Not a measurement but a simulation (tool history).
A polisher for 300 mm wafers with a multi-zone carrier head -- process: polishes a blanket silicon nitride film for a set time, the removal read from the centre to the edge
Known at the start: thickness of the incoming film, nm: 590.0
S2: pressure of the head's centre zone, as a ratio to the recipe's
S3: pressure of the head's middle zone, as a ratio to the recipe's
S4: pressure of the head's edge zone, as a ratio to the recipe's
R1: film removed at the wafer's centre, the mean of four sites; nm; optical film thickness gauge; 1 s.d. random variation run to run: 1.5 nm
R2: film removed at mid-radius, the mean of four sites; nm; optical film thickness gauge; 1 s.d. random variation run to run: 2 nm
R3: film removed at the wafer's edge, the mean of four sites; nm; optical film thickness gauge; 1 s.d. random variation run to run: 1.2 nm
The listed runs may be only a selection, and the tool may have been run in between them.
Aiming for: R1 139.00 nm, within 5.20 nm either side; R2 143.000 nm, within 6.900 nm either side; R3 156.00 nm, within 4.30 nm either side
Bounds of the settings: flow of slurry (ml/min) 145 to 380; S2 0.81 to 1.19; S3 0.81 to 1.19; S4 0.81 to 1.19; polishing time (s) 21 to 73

run 1 hour=0.0 | flow_of_slurry_(ml/min)=245 S2=1.00 S3=1.00 S4=1.00 polishing_time_(s)=47 | R1=101.03 R2=105.430 R3=101.14
run 2 hour=7.3 | flow_of_slurry_(ml/min)=245 S2=1.00 S3=0.97 S4=1.00 polishing_time_(s)=47 | R1=100.12 R2=99.333 R3=101.54
run 3 hour=11.6 | flow_of_slurry_(ml/min)=245 S2=1.00 S3=0.97 S4=1.00 polishing_time_(s)=58 | R1=126.05 R2=124.010 R3=124.99
run 4 hour=17.6 | flow_of_slurry_(ml/min)=250 S2=1.00 S3=0.97 S4=1.02 polishing_time_(s)=59 | R1=127.15 R2=125.900 R3=127.74
run 5 hour=26.0 | flow_of_slurry_(ml/min)=250 S2=1.00 S3=0.97 S4=1.10 polishing_time_(s)=59 | R1=128.21 R2=123.650 R3=135.10
run 6 hour=34.8 | flow_of_slurry_(ml/min)=250 S2=1.00 S3=0.98 S4=1.11 polishing_time_(s)=59 | R1=128.49 R2=126.110 R3=132.77
run 7 hour=38.6 | flow_of_slurry_(ml/min)=250 S2=1.00 S3=0.98 S4=1.11 polishing_time_(s)=59 | R1=126.91 R2=127.040 R3=132.75
run 8 hour=42.9 | flow_of_slurry_(ml/min)=250 S2=1.00 S3=0.98 S4=1.12 polishing_time_(s)=60 | R1=130.29 R2=130.270 R3=134.89
run 9 hour=43.9 | flow_of_slurry_(ml/min)=255 S2=0.99 S3=0.98 S4=1.13 polishing_time_(s)=61 | R1=133.09 R2=133.220 R3=140.88
run 10 hour=49.2 | flow_of_slurry_(ml/min)=260 S2=0.99 S3=0.98 S4=1.14 polishing_time_(s)=61 | R1=132.70 R2=135.750 R3=141.58
run 11 hour=58.2 | flow_of_slurry_(ml/min)=265 S2=0.99 S3=0.97 S4=1.15 polishing_time_(s)=61 | R1=130.33 R2=130.080 R3=140.60

Which one of the following 5 next-run settings gets every result inside its allowed miss? There is exactly one.
run A hour=67.2 | flow_of_slurry_(ml/min)=260 S2=0.84 S3=0.94 S4=1.19 polishing_time_(s)=69 | R1=? R2=? R3=?
run B hour=67.2 | flow_of_slurry_(ml/min)=310 S2=0.94 S3=0.96 S4=1.16 polishing_time_(s)=66 | R1=? R2=? R3=?
run C hour=67.2 | flow_of_slurry_(ml/min)=335 S2=0.93 S3=0.94 S4=1.13 polishing_time_(s)=72 | R1=? R2=? R3=?
run D hour=67.2 | flow_of_slurry_(ml/min)=210 S2=0.94 S3=0.92 S4=1.17 polishing_time_(s)=63 | R1=? R2=? R3=?
run E hour=67.2 | flow_of_slurry_(ml/min)=280 S2=0.91 S3=0.96 S4=1.15 polishing_time_(s)=61 | R1=? R2=? R3=?

move=A R1=128.68 R2=140.210 R3=164.28
move=B R1=136.37 R2=138.520 R3=156.79
move=C R1=148.53 R2=149.400 R3=169.59
move=D R1=125.13 R2=123.150 R3=146.45
move=E R1=121.78 R2=126.960 R3=143.33
A: carries the result that was furthest off beyond its target, to the other side
B: in spec on every target
C: carries the result that was furthest off beyond its target, to the other side
D: gains on the last run, yet a result remains outside its allowed miss
E: gains on the last run, yet a result remains outside its allowed miss
Move B is the one to make.
